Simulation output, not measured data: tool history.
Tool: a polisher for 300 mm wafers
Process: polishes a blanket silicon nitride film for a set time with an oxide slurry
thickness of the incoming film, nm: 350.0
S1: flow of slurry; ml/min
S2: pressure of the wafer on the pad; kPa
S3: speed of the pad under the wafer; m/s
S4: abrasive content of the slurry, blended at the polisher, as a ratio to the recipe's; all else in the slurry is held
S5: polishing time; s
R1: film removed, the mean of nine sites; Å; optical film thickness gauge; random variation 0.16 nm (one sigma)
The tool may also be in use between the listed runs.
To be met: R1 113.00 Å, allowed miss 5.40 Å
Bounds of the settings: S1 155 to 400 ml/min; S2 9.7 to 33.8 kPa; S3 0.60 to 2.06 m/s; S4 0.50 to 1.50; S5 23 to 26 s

run 1 day=0.000 | S1=255 S2=21.4 S3=1.32 S4=1.00 S5=26 | R1=170.44
run 2 day=0.196 | S1=255 S2=24.1 S3=1.32 S4=1.00 S5=26 | R1=190.85
run 3 day=0.571 | S1=290 S2=24.1 S3=1.32 S4=1.00 S5=26 | R1=198.68
run 4 day=0.679 | S1=290 S2=24.1 S3=1.32 S4=1.00 S5=23 | R1=173.56
run 5 day=1.042 | S1=290 S2=24.1 S3=1.32 S4=0.90 S5=23 | R1=172.13
run 6 day=1.079 | S1=290 S2=24.1 S3=1.32 S4=0.90 S5=26 | R1=191.31
run 7 day=1.358 | S1=290 S2=22.8 S3=1.30 S4=0.90 S5=26 | R1=178.89
run 8 day=1.621 | S1=290 S2=21.4 S3=1.28 S4=0.90 S5=26 | R1=164.23
run 9 day=1.925 | S1=290 S2=20.0 S3=1.28 S4=0.90 S5=26 | R1=157.94
run 10 day=2.288 | S1=290 S2=18.6 S3=1.28 S4=0.90 S5=26 | R1=145.14
run 11 day=2.517 | S1=290 S2=17.9 S3=1.28 S4=0.90 S5=26 | R1=143.02
run 12 day=2.571 | S1=290 S2=17.2 S3=1.28 S4=0.90 S5=26 | R1=136.11
run 13 day=2.738 | S1=290 S2=16.5 S3=1.28 S4=0.90 S5=26 | R1=131.45
run 14 day=2.883 | S1=290 S2=15.9 S3=1.28 S4=0.90 S5=26 | R1=126.68

Which of these 5 next moves meets every target?
run A day=3.029 | S1=280 S2=15.2 S3=1.28 S4=0.95 S5=24 | R1=?
run B day=3.029 | S1=300 S2=18.6 S3=1.08 S4=0.75 S5=26 | R1=?
run C day=3.029 | S1=310 S2=17.9 S3=0.90 S4=0.85 S5=23 | R1=?
run D day=3.029 | S1=290 S2=17.2 S3=1.30 S4=1.05 S5=26 | R1=?
run E day=3.029 | S1=290 S2=18.6 S3=1.46 S4=0.90 S5=26 | R1=?

move=A R1=112.45
move=B R1=126.81
move=C R1=102.65
move=D R1=142.77
move=E R1=156.71
A: meets every target
B: as far off as the last run
C: takes the result that was furthest off past its target
D: further off than the last run
E: further off than the last run
Answer: A

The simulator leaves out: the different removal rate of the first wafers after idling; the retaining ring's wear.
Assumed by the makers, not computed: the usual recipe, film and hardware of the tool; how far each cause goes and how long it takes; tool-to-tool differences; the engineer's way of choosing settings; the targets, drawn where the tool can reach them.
